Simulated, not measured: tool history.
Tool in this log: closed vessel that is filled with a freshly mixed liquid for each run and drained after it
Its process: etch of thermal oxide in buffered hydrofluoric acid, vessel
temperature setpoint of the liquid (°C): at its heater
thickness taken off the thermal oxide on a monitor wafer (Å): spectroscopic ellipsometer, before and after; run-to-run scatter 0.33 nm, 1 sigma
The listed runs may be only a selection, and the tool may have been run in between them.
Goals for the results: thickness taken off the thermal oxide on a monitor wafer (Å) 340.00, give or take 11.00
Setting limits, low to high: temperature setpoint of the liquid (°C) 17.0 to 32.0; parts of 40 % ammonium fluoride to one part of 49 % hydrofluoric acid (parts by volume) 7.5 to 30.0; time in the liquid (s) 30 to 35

run	hour	temperature setpoint of the liquid (°C)	parts of 40 % ammonium fluoride to one part of 49 % hydrofluoric acid (parts by volume)	time in the liquid (s)	thickness taken off the thermal oxide on a monitor wafer (Å)
1	0.0	24.0	21.0	35	178.55
2	6.8	26.5	19.0	35	225.98
3	10.3	26.5	19.0	35	222.75
4	12.0	29.0	19.0	35	260.45
5	15.9	31.0	19.0	35	284.08
6	21.4	32.0	19.0	35	295.38
7	27.4	32.0	18.0	35	317.03
8	34.1	32.0	17.5	35	323.77
9	43.0	32.0	16.0	35	357.50
10	45.9	32.0	16.0	35	355.89

Which one of the following 4 next-run settings gets every result inside its allowed miss? There is exactly one.
A	48.8	32.0	18.0	35	?
B	48.8	32.0	16.5	35	?
C	48.8	32.0	15.5	35	?
D	48.8	31.5	14.0	35	?

move	thickness taken off the thermal oxide on a monitor wafer (Å)
A	319.65
B	348.16
C	370.19
D	398.38
A: carries the result that was furthest off beyond its target, to the other side
B: all results land within tolerance of their targets
C: its largest miss is bigger than the last run's
D: its largest miss is bigger than the last run's
B meets every target.

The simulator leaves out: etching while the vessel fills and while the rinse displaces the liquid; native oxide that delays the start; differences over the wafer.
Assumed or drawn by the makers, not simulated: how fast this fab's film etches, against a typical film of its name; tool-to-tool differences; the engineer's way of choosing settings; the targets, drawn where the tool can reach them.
